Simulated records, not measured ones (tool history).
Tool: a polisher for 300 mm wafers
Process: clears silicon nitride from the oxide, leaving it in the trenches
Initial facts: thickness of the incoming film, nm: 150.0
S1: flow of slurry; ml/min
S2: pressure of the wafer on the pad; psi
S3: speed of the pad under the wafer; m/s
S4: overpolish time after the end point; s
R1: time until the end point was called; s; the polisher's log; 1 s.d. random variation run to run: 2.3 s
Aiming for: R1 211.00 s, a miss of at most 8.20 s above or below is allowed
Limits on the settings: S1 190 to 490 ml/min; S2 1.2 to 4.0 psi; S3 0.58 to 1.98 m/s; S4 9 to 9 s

Run 1, hour 0.0: S1 315 ml/min, S2 2.6 psi, S3 1.28 m/s, S4 9 s. Result: R1 157.70 s.
Run 2, hour 7.7: S1 315 ml/min, S2 2.5 psi, S3 1.28 m/s, S4 9 s. Result: R1 160.36 s.
Run 3, hour 9.8: S1 315 ml/min, S2 2.4 psi, S3 1.28 m/s, S4 9 s. Result: R1 166.19 s.
Run 4, hour 15.0: S1 315 ml/min, S2 2.4 psi, S3 1.08 m/s, S4 9 s. Result: R1 189.10 s.
Run 5, hour 20.6: S1 315 ml/min, S2 2.3 psi, S3 1.08 m/s, S4 9 s. Result: R1 193.44 s.
Run 6, hour 22.6: S1 395 ml/min, S2 2.3 psi, S3 1.08 m/s, S4 9 s. Result: R1 187.89 s.
Run 7, hour 27.8: S1 390 ml/min, S2 2.2 psi, S3 1.08 m/s, S4 9 s. Result: R1 194.36 s.
At hour 29.7: slurry nozzle cleaned.
Run 8, hour 29.7: S1 390 ml/min, S2 2.2 psi, S3 1.08 m/s, S4 9 s. Result: R1 187.69 s.
Run 9, hour 38.0: S1 380 ml/min, S2 2.2 psi, S3 1.08 m/s, S4 9 s. Result: R1 185.46 s.
Run 10, hour 45.6: S1 370 ml/min, S2 2.1 psi, S3 1.08 m/s, S4 9 s. Result: R1 199.85 s.
Run 11, hour 48.4: S1 365 ml/min, S2 2.1 psi, S3 1.08 m/s, S4 9 s. Result: R1 201.11 s.
Run 12, hour 50.8: S1 360 ml/min, S2 2.1 psi, S3 1.08 m/s, S4 9 s. Result: R1 197.28 s.
Run 13, hour 58.0: S1 355 ml/min, S2 2.1 psi, S3 1.08 m/s, S4 9 s. Result: R1 195.50 s.

5 next moves are on the table. One of them brings every result within its allowed miss. Which?
Run A, hour 65.2: S1 265 ml/min, S2 2.0 psi, S3 0.92 m/s, S4 9 s. Result: R1 ?.
Run B, hour 65.2: S1 325 ml/min, S2 1.6 psi, S3 1.20 m/s, S4 9 s. Result: R1 ?.
Run C, hour 65.2: S1 410 ml/min, S2 2.2 psi, S3 1.14 m/s, S4 9 s. Result: R1 ?.
Run D, hour 65.2: S1 410 ml/min, S2 1.7 psi, S3 1.10 m/s, S4 9 s. Result: R1 ?.
Run E, hour 65.2: S1 205 ml/min, S2 1.7 psi, S3 1.42 m/s, S4 9 s. Result: R1 ?.

move      R1
   A  229.68
   B  230.35
   C  182.43
   D  227.30
   E  209.64
A: takes the biggest miss from the last run beyond its target
B: takes the biggest miss from the last run beyond its target
C: further off than the last run
D: takes the biggest miss from the last run beyond its target
E: every result within its allowed miss
So the answer is move E, the one that meets all the targets.
